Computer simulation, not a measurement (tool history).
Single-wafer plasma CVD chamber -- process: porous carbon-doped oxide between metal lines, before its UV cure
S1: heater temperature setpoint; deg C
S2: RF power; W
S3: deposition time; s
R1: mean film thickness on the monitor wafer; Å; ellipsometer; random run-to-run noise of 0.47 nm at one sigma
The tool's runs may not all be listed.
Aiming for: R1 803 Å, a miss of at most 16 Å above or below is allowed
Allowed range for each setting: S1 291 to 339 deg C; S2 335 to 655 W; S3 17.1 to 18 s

run,day,S1,S2,S3,R1
1,0,315,495,18,899.42
2,0.183,315,555,18,942.98
3,0.438,315,615,18,981.53
4,0.683,315,615,17.1,934.88
5,1.017,315,615,18,978.36
6,1.117,319,590,17.9,938.5
7,1.308,323,570,17.8,896.67
8,1.654,326,560,17.8,885.91

Which one of the following 5 next-run settings gets every result inside its allowed miss? There is exactly one.
A,2,320,590,17.9,?
B,2,332,525,17.1,?
C,2,329,570,17.2,?
D,2,326,530,17.6,?
E,2,326,555,17.2,?

move,R1
A,944.54
B,815.88
C,860.43
D,864.55
E,862.07
A: the biggest miss grows against the last run
B: every result within its allowed miss
C: gains on the last run, yet a result remains outside its allowed miss
D: gains on the last run, yet a result remains outside its allowed miss
E: gains on the last run, yet a result remains outside its allowed miss
So the answer is move B, the one that meets all the targets.

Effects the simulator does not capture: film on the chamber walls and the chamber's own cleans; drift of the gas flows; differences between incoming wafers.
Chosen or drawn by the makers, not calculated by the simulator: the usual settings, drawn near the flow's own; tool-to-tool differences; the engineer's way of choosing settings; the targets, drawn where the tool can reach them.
